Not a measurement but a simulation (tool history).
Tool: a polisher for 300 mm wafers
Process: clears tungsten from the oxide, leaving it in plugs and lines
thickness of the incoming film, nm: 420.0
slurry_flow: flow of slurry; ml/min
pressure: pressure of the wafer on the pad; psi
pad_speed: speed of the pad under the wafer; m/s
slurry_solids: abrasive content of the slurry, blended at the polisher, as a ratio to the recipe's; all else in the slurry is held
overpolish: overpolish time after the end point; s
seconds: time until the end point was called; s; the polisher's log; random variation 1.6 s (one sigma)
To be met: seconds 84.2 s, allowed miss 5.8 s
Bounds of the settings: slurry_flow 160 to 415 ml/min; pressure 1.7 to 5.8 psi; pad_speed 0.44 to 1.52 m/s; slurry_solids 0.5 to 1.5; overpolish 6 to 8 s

{"run": 1, "day": 0.0, "slurry_flow": 265, "pressure": 3.7, "pad_speed": 0.98, "slurry_solids": 1, "overpolish": 8, "seconds": 107.33}
{"run": 2, "day": 0.242, "slurry_flow": 265, "pressure": 3.9, "pad_speed": 1, "slurry_solids": 1, "overpolish": 8, "seconds": 101.56}
{"run": 3, "day": 0.446, "slurry_flow": 265, "pressure": 3.9, "pad_speed": 0.8, "slurry_solids": 1, "overpolish": 8, "seconds": 124.76}
{"run": 4, "day": 0.617, "slurry_flow": 265, "pressure": 4.6, "pad_speed": 0.8, "slurry_solids": 1, "overpolish": 8, "seconds": 108.85}
{"run": 5, "day": 0.846, "slurry_flow": 265, "pressure": 4.9, "pad_speed": 0.82, "slurry_solids": 1, "overpolish": 8, "seconds": 96.107}
{"run": 6, "day": 1.121, "slurry_flow": 265, "pressure": 4.9, "pad_speed": 0.82, "slurry_solids": 1, "overpolish": 6, "seconds": 98.697}
{"run": 7, "day": 1.488, "slurry_flow": 265, "pressure": 5.1, "pad_speed": 0.82, "slurry_solids": 1, "overpolish": 6, "seconds": 95.094}
{"run": 8, "day": 1.85, "slurry_flow": 265, "pressure": 5.2, "pad_speed": 0.82, "slurry_solids": 1, "overpolish": 6, "seconds": 94.958}
{"run": 9, "day": 1.942, "slurry_flow": 265, "pressure": 5.3, "pad_speed": 0.82, "slurry_solids": 1, "overpolish": 6, "seconds": 90.899}

Which of these 5 next moves meets every target?
{"run": "A", "day": 2.033, "slurry_flow": 200, "pressure": 5, "pad_speed": 0.84, "slurry_solids": 1, "overpolish": 7, "seconds": "?"}
{"run": "B", "day": 2.033, "slurry_flow": 255, "pressure": 5.2, "pad_speed": 0.9, "slurry_solids": 1, "overpolish": 8, "seconds": "?"}
{"run": "C", "day": 2.033, "slurry_flow": 180, "pressure": 4.9, "pad_speed": 0.82, "slurry_solids": 1.1, "overpolish": 6, "seconds": "?"}
{"run": "D", "day": 2.033, "slurry_flow": 200, "pressure": 5.3, "pad_speed": 0.92, "slurry_solids": 0.65, "overpolish": 8, "seconds": "?"}
{"run": "E", "day": 2.033, "slurry_flow": 240, "pressure": 5.3, "pad_speed": 0.72, "slurry_solids": 1.15, "overpolish": 6, "seconds": "?"}

move=A seconds=95.281
move=B seconds=84.113
move=C seconds=97.469
move=D seconds=94.908
move=E seconds=98.534
A: further off than the last run
B: meets every target
C: further off than the last run
D: further off than the last run
E: further off than the last run
The right move is B.
